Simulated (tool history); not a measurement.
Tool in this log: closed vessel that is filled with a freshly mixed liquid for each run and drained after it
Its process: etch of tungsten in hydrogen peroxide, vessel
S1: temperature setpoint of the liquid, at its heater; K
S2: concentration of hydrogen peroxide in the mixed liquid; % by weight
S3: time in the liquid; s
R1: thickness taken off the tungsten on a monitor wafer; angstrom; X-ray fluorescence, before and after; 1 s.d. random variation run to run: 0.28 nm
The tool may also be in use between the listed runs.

run,hour,S1,S2,S3,R1
1,0,330.15,15,30,754.3
2,4.2,329.65,15,30,738.42
3,11.1,334.65,15,30,979.49
4,17.4,333.15,15,30,897.77
5,23.3,333.15,15,30,898.01
6,28.5,339.15,15,30,1270.2

Predict the results of run 7:
7,32.6,336.15,15,30,?

{"run 7": {"R1": 1064.1}}
